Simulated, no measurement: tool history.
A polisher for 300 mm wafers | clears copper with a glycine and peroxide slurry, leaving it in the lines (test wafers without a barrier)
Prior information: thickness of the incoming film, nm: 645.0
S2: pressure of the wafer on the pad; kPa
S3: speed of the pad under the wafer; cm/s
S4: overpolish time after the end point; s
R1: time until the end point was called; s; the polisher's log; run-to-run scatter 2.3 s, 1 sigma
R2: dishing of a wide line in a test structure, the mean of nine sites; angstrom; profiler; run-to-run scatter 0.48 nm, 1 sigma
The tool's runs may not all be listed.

run 1 day=0 | flow_of_slurry_(ml/min)=255 S2=23.4 S3=106 S4=24 | R1=87.387 R2=646.75
run 2 day=0.208 | flow_of_slurry_(ml/min)=255 S2=29 S3=106 S4=24 | R1=72.209 R2=676.63
run 3 day=0.296 | flow_of_slurry_(ml/min)=255 S2=29 S3=106 S4=15 | R1=70.805 R2=563.18
run 4 day=0.396 | flow_of_slurry_(ml/min)=245 S2=26.9 S3=104 S4=14 | R1=76.428 R2=531.29
run 5 day=0.662 | flow_of_slurry_(ml/min)=235 S2=24.8 S3=102 S4=13 | R1=85.291 R2=480.39
run 6 day=0.7 | flow_of_slurry_(ml/min)=225 S2=22.8 S3=102 S4=12 | R1=89.926 R2=453.79
run 7 day=0.983 | flow_of_slurry_(ml/min)=215 S2=21.4 S3=100 S4=11 | R1=100.67 R2=398.45
run 8 day=1.075 | flow_of_slurry_(ml/min)=210 S2=20 S3=100 S4=11 | R1=103.87 R2=397.35
run 9 day=1.25 | flow_of_slurry_(ml/min)=205 S2=18.6 S3=100 S4=11 | R1=112.64 R2=368.49
run 10 day=1.458 | flow_of_slurry_(ml/min)=200 S2=17.9 S3=100 S4=11 | R1=114.13 R2=345.47
run 11 day=1.604 | flow_of_slurry_(ml/min)=195 S2=17.2 S3=100 S4=11 | R1=120.84 R2=347.76
run 12 day=1.679 | flow_of_slurry_(ml/min)=190 S2=16.5 S3=100 S4=11 | R1=124.46 R2=349.39
run 13 day=1.917 | flow_of_slurry_(ml/min)=185 S2=15.9 S3=102 S4=11 | R1=127.27 R2=339.65
run 14 day=2.062 | flow_of_slurry_(ml/min)=155 S2=10.3 S3=112 S4=7 | R1=174.9 R2=184.9
run 15 day=2.367 | flow_of_slurry_(ml/min)=170 S2=10.3 S3=110 S4=7 | R1=166.3 R2=184.03
run 16 day=2.629 | flow_of_slurry_(ml/min)=170 S2=11 S3=108 S4=7 | R1=165.67 R2=188.55
run 17 day=2.862 | flow_of_slurry_(ml/min)=170 S2=11.7 S3=106 S4=7 | R1=158.39 R2=195.97
run 18 day=3.192 | flow_of_slurry_(ml/min)=170 S2=12.4 S3=104 S4=7 | R1=154.59 R2=202.09
run 19 day=3.358 | flow_of_slurry_(ml/min)=170 S2=12.4 S3=102 S4=7 | R1=155.14 R2=194.44
run 20 day=3.592 | flow_of_slurry_(ml/min)=170 S2=12.4 S3=104 S4=7 | R1=152.97 R2=202.02
run 21 day=3.75 | flow_of_slurry_(ml/min)=170 S2=13.1 S3=104 S4=18 | R1=152.83 R2=405.45
run 22 day=3.917 | flow_of_slurry_(ml/min)=180 S2=13.1 S3=106 S4=18 | R1=145.3 R2=448.29

The next listed run, before its measurement:
run 23 day=4.004 | flow_of_slurry_(ml/min)=180 S2=13.1 S3=106 S4=18 | R1=? R2=?

R1: 147.92 s
R2: 432.85 angstrom
